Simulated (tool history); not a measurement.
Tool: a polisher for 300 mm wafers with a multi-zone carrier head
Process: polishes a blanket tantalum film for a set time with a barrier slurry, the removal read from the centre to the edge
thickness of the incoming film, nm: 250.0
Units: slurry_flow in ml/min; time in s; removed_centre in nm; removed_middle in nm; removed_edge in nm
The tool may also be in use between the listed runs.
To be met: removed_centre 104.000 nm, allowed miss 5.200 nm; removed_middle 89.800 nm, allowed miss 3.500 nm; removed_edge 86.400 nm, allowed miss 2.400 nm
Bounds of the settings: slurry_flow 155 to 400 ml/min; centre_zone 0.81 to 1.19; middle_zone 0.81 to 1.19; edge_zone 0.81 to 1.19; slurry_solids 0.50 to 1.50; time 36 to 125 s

run 1 day=0.000 | slurry_flow=255 centre_zone=1.00 middle_zone=1.00 edge_zone=1.00 slurry_solids=1.00 time=80 | removed_centre=72.451 removed_middle=73.000 removed_edge=73.509
run 2 day=0.275 | slurry_flow=255 centre_zone=1.00 middle_zone=1.00 edge_zone=1.00 slurry_solids=1.00 time=62 | removed_centre=56.943 removed_middle=56.660 removed_edge=57.169
run 3 day=0.512 | slurry_flow=270 centre_zone=1.05 middle_zone=1.02 edge_zone=1.01 slurry_solids=1.15 time=67 | removed_centre=68.415 removed_middle=65.776 removed_edge=66.003
run 4 day=0.538 | slurry_flow=270 centre_zone=1.05 middle_zone=1.02 edge_zone=0.96 slurry_solids=1.15 time=67 | removed_centre=70.563 removed_middle=67.550 removed_edge=63.804
run 5 day=0.633 | slurry_flow=285 centre_zone=1.09 middle_zone=1.03 edge_zone=0.98 slurry_solids=1.25 time=69 | removed_centre=77.399 removed_middle=71.416 removed_edge=68.979
run 6 day=0.825 | slurry_flow=295 centre_zone=1.12 middle_zone=1.04 edge_zone=0.99 slurry_solids=1.30 time=71 | removed_centre=80.004 removed_middle=75.009 removed_edge=73.214
run 7 day=1.079 | slurry_flow=300 centre_zone=1.14 middle_zone=1.03 edge_zone=0.97 slurry_solids=1.35 time=74 | removed_centre=86.862 removed_middle=78.542 removed_edge=75.083
run 8 day=1.154 | slurry_flow=305 centre_zone=1.15 middle_zone=1.03 edge_zone=0.97 slurry_solids=1.40 time=76 | removed_centre=88.869 removed_middle=80.725 removed_edge=78.259
run 9 day=1.262 | slurry_flow=310 centre_zone=1.16 middle_zone=1.02 edge_zone=0.96 slurry_solids=1.45 time=78 | removed_centre=96.446 removed_middle=82.125 removed_edge=79.260
run 10 day=1.629 | slurry_flow=315 centre_zone=1.17 middle_zone=1.03 edge_zone=0.97 slurry_solids=1.45 time=79 | removed_centre=97.094 removed_middle=86.800 removed_edge=81.649
run 11 day=1.858 | slurry_flow=315 centre_zone=1.17 middle_zone=1.03 edge_zone=0.97 slurry_solids=1.45 time=79 | removed_centre=97.774 removed_middle=85.937 removed_edge=81.873
run 12 day=2.192 | slurry_flow=320 centre_zone=1.18 middle_zone=1.03 edge_zone=0.97 slurry_solids=1.45 time=80 | removed_centre=100.090 removed_middle=84.013 removed_edge=83.242
run 13 day=2.421 | slurry_flow=320 centre_zone=1.18 middle_zone=1.03 edge_zone=0.97 slurry_solids=1.45 time=80 | removed_centre=98.491 removed_middle=86.695 removed_edge=83.584
run 14 day=2.758 | slurry_flow=320 centre_zone=1.18 middle_zone=1.03 edge_zone=0.97 slurry_solids=1.45 time=80 | removed_centre=101.280 removed_middle=86.558 removed_edge=83.759

Which of these 4 next moves meets every target?
run A day=3.096 | slurry_flow=335 centre_zone=1.15 middle_zone=1.00 edge_zone=1.01 slurry_solids=1.50 time=79 | removed_centre=? removed_middle=? removed_edge=?
run B day=3.096 | slurry_flow=350 centre_zone=1.17 middle_zone=1.00 edge_zone=1.03 slurry_solids=1.25 time=77 | removed_centre=? removed_middle=? removed_edge=?
run C day=3.096 | slurry_flow=300 centre_zone=1.19 middle_zone=1.07 edge_zone=0.98 slurry_solids=1.25 time=86 | removed_centre=? removed_middle=? removed_edge=?
run D day=3.096 | slurry_flow=330 centre_zone=1.19 middle_zone=0.91 edge_zone=0.96 slurry_solids=1.35 time=81 | removed_centre=? removed_middle=? removed_edge=?

move=A removed_centre=95.510 removed_middle=83.684 removed_edge=84.827
move=B removed_centre=90.724 removed_middle=78.080 removed_edge=79.847
move=C removed_centre=101.480 removed_middle=91.025 removed_edge=86.007
move=D removed_centre=98.531 removed_middle=77.122 removed_edge=82.705
A: brings the result that was furthest off to its target, and leaves another outside
B: further off than the last run
C: meets every target
D: further off than the last run
The right move is C.

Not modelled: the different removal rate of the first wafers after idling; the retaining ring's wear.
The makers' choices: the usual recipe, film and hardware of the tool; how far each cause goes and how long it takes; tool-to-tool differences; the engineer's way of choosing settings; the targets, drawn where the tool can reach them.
